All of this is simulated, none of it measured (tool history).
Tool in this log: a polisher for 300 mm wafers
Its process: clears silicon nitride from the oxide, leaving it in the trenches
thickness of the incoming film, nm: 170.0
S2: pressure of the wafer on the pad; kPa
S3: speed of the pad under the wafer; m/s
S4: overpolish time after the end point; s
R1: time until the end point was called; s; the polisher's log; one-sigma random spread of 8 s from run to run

{"run": 1, "hour": 0.0, "flow of slurry (ml/min)": 230, "S2": 22.8, "S3": 1.18, "S4": 19, "R1": 170.36}
{"run": 2, "hour": 1.6, "flow of slurry (ml/min)": 230, "S2": 22.8, "S3": 1.18, "S4": 20, "R1": 165.02}
{"run": 3, "hour": 4.1, "flow of slurry (ml/min)": 225, "S2": 20.7, "S3": 1.06, "S4": 20, "R1": 211.12}
{"run": 4, "hour": 6.6, "flow of slurry (ml/min)": 225, "S2": 18.6, "S3": 1.0, "S4": 20, "R1": 237.33}
{"run": 5, "hour": 9.7, "flow of slurry (ml/min)": 225, "S2": 17.2, "S3": 0.92, "S4": 20, "R1": 275.62}
{"run": 6, "hour": 16.9, "flow of slurry (ml/min)": 225, "S2": 17.2, "S3": 1.2, "S4": 20, "R1": 210.81}
{"run": 7, "hour": 19.0, "flow of slurry (ml/min)": 220, "S2": 15.9, "S3": 1.1, "S4": 20, "R1": 250.75}
{"run": 8, "hour": 21.6, "flow of slurry (ml/min)": 205, "S2": 10.3, "S3": 0.76, "S4": 20, "R1": 552.72}

The next listed run, before its measurement:
{"run": 9, "hour": 22.5, "flow of slurry (ml/min)": 205, "S2": 10.3, "S3": 0.76, "S4": 20, "R1": "?"}

{"run 9": {"R1": 556.35}}
